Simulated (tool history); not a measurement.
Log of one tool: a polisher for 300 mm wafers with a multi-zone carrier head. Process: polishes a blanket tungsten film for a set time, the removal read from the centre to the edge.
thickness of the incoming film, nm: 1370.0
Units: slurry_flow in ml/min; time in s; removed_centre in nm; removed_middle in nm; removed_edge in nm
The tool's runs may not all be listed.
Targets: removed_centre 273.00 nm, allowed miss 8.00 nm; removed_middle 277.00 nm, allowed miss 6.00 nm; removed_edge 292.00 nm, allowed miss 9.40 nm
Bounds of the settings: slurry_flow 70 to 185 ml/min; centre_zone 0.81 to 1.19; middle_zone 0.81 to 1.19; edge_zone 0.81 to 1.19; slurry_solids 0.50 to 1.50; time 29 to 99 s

run    day  slurry_flow  centre_zone  middle_zone  edge_zone  slurry_solids  time  removed_centre  removed_middle  removed_edge
  1  0.000          120         1.00         1.00       1.00           1.00    64          440.49          444.41        436.13
  2  0.212          115         0.98         0.97       0.97           0.90    62          409.44          412.34        398.93
  3  0.267           85         0.98         0.97       0.97           0.90    62          375.64          390.17        388.92
  4  0.521           85         0.98         0.93       0.97           0.90    62          382.68          375.02        381.50
  5  0.612           85         0.98         0.93       0.97           0.70    62          361.20          354.92        365.72
  6  0.767           85         1.03         0.93       0.97           0.70    62          379.89          354.59        364.55
  7  0.975           85         1.00         0.91       0.96           0.65    61          360.91          338.07        354.78
  8  1.162           85         0.97         0.90       0.94           0.60    60          331.74          328.98        342.58
  9  1.221           85         0.96         0.89       0.92           0.60    59          326.16          321.63        330.68
 10  1.554           70         0.86         0.81       0.87           0.50    56          253.91          260.74        289.85
 11  1.712          100         0.88         0.83       0.82           0.50    56          282.63          284.70        290.38
 12  1.950           95         0.88         0.83       0.83           0.50    56          280.55          286.34        290.44

Which of these 5 next moves meets every target?
  A  2.188          105         0.89         0.85       0.89           0.60    51               ?               ?             ?
  B  2.188           80         0.94         0.82       0.96           0.55    52               ?               ?             ?
  C  2.188          105         0.84         0.88       0.95           0.60    50               ?               ?             ?
  D  2.188           90         0.87         0.86       0.82           0.60    55               ?               ?             ?
  E  2.188           75         0.85         0.81       0.98           0.55    55               ?               ?             ?

move  removed_centre  removed_middle  removed_edge
   A          273.79          279.40        289.53
   B          271.52          258.06        288.79
   C          253.26          280.56        291.98
   D          278.32          294.33        295.15
   E          255.13          266.94        305.41
A: meets every target
B: takes the result that was furthest off past its target
C: brings the result that was furthest off to its target, and leaves another outside
D: further off than the last run
E: takes the result that was furthest off past its target
The right move is A.

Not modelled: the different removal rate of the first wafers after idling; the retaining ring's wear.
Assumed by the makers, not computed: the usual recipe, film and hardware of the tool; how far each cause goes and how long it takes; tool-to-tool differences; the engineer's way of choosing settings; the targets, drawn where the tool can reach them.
